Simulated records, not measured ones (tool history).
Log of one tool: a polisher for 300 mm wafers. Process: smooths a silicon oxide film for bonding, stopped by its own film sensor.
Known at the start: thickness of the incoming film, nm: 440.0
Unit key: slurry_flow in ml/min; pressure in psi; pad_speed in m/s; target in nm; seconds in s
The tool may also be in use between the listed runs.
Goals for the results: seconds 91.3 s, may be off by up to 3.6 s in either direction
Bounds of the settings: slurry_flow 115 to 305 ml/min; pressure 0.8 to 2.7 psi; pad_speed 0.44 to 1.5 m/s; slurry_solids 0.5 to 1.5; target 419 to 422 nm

run	hour	slurry_flow	pressure	pad_speed	slurry_solids	target	seconds
1	0	195	1.7	0.96	1	419	45.005
2	5.2	195	1.7	1.16	1	419	38.626
3	9.8	195	1.4	1.16	1	419	47.133
4	12.5	195	1.4	1.34	1	419	41.582
5	15.1	190	1.2	1.2	1	419	52.333
6	19.1	190	1.1	1.1	1	419	60.667
7	25.3	190	1	1.02	1	419	72.314
8	32	190	0.9	1	1	419	80.913
9	38.1	190	0.9	0.98	1	419	82.977
10	39.5	190	0.9	0.98	1	419	81.67
11	46.9	190	0.9	0.96	1	419	83.265

Which one of the following 4 next-run settings gets every result inside its allowed miss? There is exactly one.
A	54.3	150	0.8	1.08	0.95	422	?
B	54.3	170	0.8	0.94	1	419	?
C	54.3	155	1	0.74	0.85	421	?
D	54.3	170	0.8	0.82	0.95	420	?

move	seconds
A	77.321
B	95.932
C	91.897
D	103.61
A: misses by more than the last run did
B: the result that was furthest off in the last run now lies on the other side of its target
C: all results in spec
D: the result that was furthest off in the last run now lies on the other side of its target
C is the move that brings every result within its allowed miss.

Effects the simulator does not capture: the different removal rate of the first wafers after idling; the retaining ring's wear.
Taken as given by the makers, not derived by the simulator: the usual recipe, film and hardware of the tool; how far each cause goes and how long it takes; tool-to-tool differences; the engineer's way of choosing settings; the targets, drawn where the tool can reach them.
